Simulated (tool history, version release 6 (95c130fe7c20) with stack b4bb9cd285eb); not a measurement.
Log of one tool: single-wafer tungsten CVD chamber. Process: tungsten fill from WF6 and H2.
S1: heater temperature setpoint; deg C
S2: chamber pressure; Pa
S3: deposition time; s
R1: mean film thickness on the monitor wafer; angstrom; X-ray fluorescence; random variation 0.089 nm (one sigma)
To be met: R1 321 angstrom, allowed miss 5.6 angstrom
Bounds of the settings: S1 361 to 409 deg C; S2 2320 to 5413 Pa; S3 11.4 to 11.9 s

Run 1, hour 0: S1 385 deg C, S2 3866 Pa, S3 11.9 s. Result: R1 233.91 angstrom.
Run 2, hour 2.1: S1 385 deg C, S2 4346 Pa, S3 11.9 s. Result: R1 241.69 angstrom.
Run 3, hour 6.8: S1 385 deg C, S2 4346 Pa, S3 11.4 s. Result: R1 232.19 angstrom.
Run 4, hour 7.5: S1 395 deg C, S2 4346 Pa, S3 11.4 s. Result: R1 276.64 angstrom.
Run 5, hour 9.8: S1 395 deg C, S2 4653 Pa, S3 11.4 s. Result: R1 283.03 angstrom.
Run 6, hour 15.9: S1 395 deg C, S2 4320 Pa, S3 11.4 s. Result: R1 276.64 angstrom.
Run 7, hour 21.9: S1 398 deg C, S2 4333 Pa, S3 11.4 s. Result: R1 290.41 angstrom.
Run 8, hour 24.4: S1 400 deg C, S2 4346 Pa, S3 11.4 s. Result: R1 302.62 angstrom.
Run 9, hour 29.2: S1 401 deg C, S2 4346 Pa, S3 11.4 s. Result: R1 308.61 angstrom.
Run 10, hour 32.8: S1 402 deg C, S2 4346 Pa, S3 11.4 s. Result: R1 312.11 angstrom.

5 next moves are on the table. One of them brings every result within its allowed miss. Which?
Run A, hour 36.4: S1 402 deg C, S2 4693 Pa, S3 11.4 s. Result: R1 ?.
Run B, hour 36.4: S1 400 deg C, S2 4333 Pa, S3 11.4 s. Result: R1 ?.
Run C, hour 36.4: S1 406 deg C, S2 3906 Pa, S3 11.7 s. Result: R1 ?.
Run D, hour 36.4: S1 406 deg C, S2 3853 Pa, S3 11.9 s. Result: R1 ?.
Run E, hour 36.4: S1 403 deg C, S2 4506 Pa, S3 11.9 s. Result: R1 ?.

move      R1
   A  321.32
   B  302.42
   C  332.03
   D  336.23
   E  336.56
A: meets every target
B: further off than the last run
C: takes the result that was furthest off past its target
D: takes the result that was furthest off past its target
E: takes the result that was furthest off past its target
Answer: A

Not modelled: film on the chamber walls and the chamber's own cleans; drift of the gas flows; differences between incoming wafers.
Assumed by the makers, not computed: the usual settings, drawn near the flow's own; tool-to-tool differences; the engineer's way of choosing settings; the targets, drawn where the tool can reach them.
